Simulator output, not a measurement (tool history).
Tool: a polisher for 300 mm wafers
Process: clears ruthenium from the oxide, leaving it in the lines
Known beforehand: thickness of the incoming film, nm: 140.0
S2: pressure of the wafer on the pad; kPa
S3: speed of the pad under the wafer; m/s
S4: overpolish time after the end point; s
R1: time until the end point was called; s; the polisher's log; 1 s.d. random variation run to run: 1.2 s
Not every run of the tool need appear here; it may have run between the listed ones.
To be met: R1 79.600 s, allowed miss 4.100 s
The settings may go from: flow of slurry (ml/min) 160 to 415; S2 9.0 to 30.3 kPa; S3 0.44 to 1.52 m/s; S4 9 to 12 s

Run 1, hour 0.0: flow of slurry (ml/min) 265, S2 19.3 kPa, S3 0.98 m/s, S4 12 s. Result: R1 101.810 s.
Run 2, hour 3.4: flow of slurry (ml/min) 265, S2 20.0 kPa, S3 0.98 m/s, S4 12 s. Result: R1 101.600 s.
Run 3, hour 11.4: flow of slurry (ml/min) 265, S2 20.0 kPa, S3 0.98 m/s, S4 9 s. Result: R1 98.818 s.
Run 4, hour 14.8: flow of slurry (ml/min) 265, S2 15.9 kPa, S3 0.98 m/s, S4 9 s. Result: R1 125.280 s.
Run 5, hour 20.1: flow of slurry (ml/min) 265, S2 13.8 kPa, S3 0.98 m/s, S4 9 s. Result: R1 141.530 s.
Run 6, hour 27.4: flow of slurry (ml/min) 265, S2 15.9 kPa, S3 0.98 m/s, S4 9 s. Result: R1 122.360 s.
Run 7, hour 29.1: flow of slurry (ml/min) 265, S2 17.2 kPa, S3 0.98 m/s, S4 9 s. Result: R1 116.850 s.
Run 8, hour 35.5: flow of slurry (ml/min) 265, S2 18.6 kPa, S3 0.98 m/s, S4 9 s. Result: R1 106.560 s.
Run 9, hour 39.9: flow of slurry (ml/min) 265, S2 19.3 kPa, S3 0.98 m/s, S4 9 s. Result: R1 105.620 s.
Run 10, hour 46.2: flow of slurry (ml/min) 265, S2 20.0 kPa, S3 0.98 m/s, S4 9 s. Result: R1 101.690 s.
Run 11, hour 51.7: flow of slurry (ml/min) 265, S2 20.7 kPa, S3 0.98 m/s, S4 9 s. Result: R1 94.278 s.
Run 12, hour 59.3: flow of slurry (ml/min) 265, S2 21.4 kPa, S3 0.98 m/s, S4 9 s. Result: R1 94.350 s.
Run 13, hour 67.3: flow of slurry (ml/min) 265, S2 22.1 kPa, S3 0.98 m/s, S4 9 s. Result: R1 91.780 s.

Which of these 4 next moves meets every target?
Run A, hour 75.3: flow of slurry (ml/min) 260, S2 20.0 kPa, S3 0.84 m/s, S4 11 s. Result: R1 ?.
Run B, hour 75.3: flow of slurry (ml/min) 285, S2 20.0 kPa, S3 0.88 m/s, S4 9 s. Result: R1 ?.
Run C, hour 75.3: flow of slurry (ml/min) 255, S2 19.3 kPa, S3 1.00 m/s, S4 9 s. Result: R1 ?.
Run D, hour 75.3: flow of slurry (ml/min) 325, S2 21.4 kPa, S3 1.14 m/s, S4 11 s. Result: R1 ?.

move       R1
   A  117.120
   B  110.960
   C  102.810
   D   80.310
A: moves away from the targets compared with the last run
B: moves away from the targets compared with the last run
C: moves away from the targets compared with the last run
D: in spec on every target
So the answer is move D, the one that meets all the targets.
